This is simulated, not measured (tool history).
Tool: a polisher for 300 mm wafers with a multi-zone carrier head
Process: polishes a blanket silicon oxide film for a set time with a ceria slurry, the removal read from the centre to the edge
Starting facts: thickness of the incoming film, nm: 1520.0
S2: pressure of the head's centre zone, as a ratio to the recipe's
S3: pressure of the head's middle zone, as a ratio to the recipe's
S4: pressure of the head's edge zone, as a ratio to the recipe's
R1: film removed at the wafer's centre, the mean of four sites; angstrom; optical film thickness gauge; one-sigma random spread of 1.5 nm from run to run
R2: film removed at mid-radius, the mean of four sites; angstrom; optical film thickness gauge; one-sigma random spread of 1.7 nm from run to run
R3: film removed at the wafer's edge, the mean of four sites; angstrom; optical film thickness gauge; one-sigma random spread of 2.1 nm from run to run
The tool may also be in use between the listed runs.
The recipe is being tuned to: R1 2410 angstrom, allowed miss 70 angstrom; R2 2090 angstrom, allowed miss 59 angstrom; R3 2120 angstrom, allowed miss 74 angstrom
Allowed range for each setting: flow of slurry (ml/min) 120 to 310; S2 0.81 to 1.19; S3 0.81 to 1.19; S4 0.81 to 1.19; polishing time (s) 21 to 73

run 1 hour=0 | flow_of_slurry_(ml/min)=200 S2=1 S3=1 S4=1 polishing_time_(s)=47 | R1=2993.4 R2=2917 R3=3074.5
run 2 hour=0.7 | flow_of_slurry_(ml/min)=200 S2=1.02 S3=0.98 S4=0.95 polishing_time_(s)=43 | R1=2796.4 R2=2629.4 R3=2735.5
run 3 hour=3.6 | flow_of_slurry_(ml/min)=195 S2=1.03 S3=0.96 S4=0.91 polishing_time_(s)=40 | R1=2583.3 R2=2412.2 R3=2455.4
run 4 hour=8.9 | flow_of_slurry_(ml/min)=195 S2=1.03 S3=0.96 S4=0.95 polishing_time_(s)=40 | R1=2606.5 R2=2381 R3=2462.7
run 5 hour=11 | flow_of_slurry_(ml/min)=195 S2=1.03 S3=1.03 S4=0.95 polishing_time_(s)=40 | R1=2608.3 R2=2520.9 R3=2519.4
run 6 hour=13.4 | flow_of_slurry_(ml/min)=195 S2=1.03 S3=1.03 S4=0.99 polishing_time_(s)=40 | R1=2584 R2=2529.9 R3=2597.4
run 7 hour=19 | flow_of_slurry_(ml/min)=180 S2=1.03 S3=0.99 S4=0.94 polishing_time_(s)=39 | R1=2518.3 R2=2363.1 R3=2402.1
run 8 hour=19.8 | flow_of_slurry_(ml/min)=165 S2=1.03 S3=0.97 S4=0.92 polishing_time_(s)=39 | R1=2446.5 R2=2247.3 R3=2379.6
run 9 hour=27.8 | flow_of_slurry_(ml/min)=165 S2=1.05 S3=0.96 S4=0.89 polishing_time_(s)=38 | R1=2430.5 R2=2234.8 R3=2320.2
run 10 hour=36.3 | flow_of_slurry_(ml/min)=175 S2=1.06 S3=0.94 S4=0.87 polishing_time_(s)=37 | R1=2424.2 R2=2135.8 R3=2207.5
run 11 hour=42.8 | flow_of_slurry_(ml/min)=175 S2=1.06 S3=0.94 S4=0.85 polishing_time_(s)=37 | R1=2466.2 R2=2152.3 R3=2193.3

Consider the 4 candidate settings below. Which is the only one whose results all fall within their allowed miss of target?
run A hour=49.3 | flow_of_slurry_(ml/min)=190 S2=1.07 S3=0.94 S4=0.83 polishing_time_(s)=36 | R1=? R2=? R3=?
run B hour=49.3 | flow_of_slurry_(ml/min)=170 S2=1.04 S3=1.01 S4=0.81 polishing_time_(s)=37 | R1=? R2=? R3=?
run C hour=49.3 | flow_of_slurry_(ml/min)=215 S2=1.07 S3=1 S4=0.87 polishing_time_(s)=36 | R1=? R2=? R3=?
run D hour=49.3 | flow_of_slurry_(ml/min)=220 S2=1.12 S3=0.95 S4=0.99 polishing_time_(s)=36 | R1=? R2=? R3=?

move=A R1=2453.3 R2=2101.7 R3=2151.5
move=B R1=2410.7 R2=2258.7 R3=2160.3
move=C R1=2498.9 R2=2249.8 R3=2221.9
move=D R1=2619.4 R2=2160 R3=2366.3
A: hits every target within its allowed miss
B: moves away from the targets compared with the last run
C: moves away from the targets compared with the last run
D: moves away from the targets compared with the last run
Move A is the one to make.
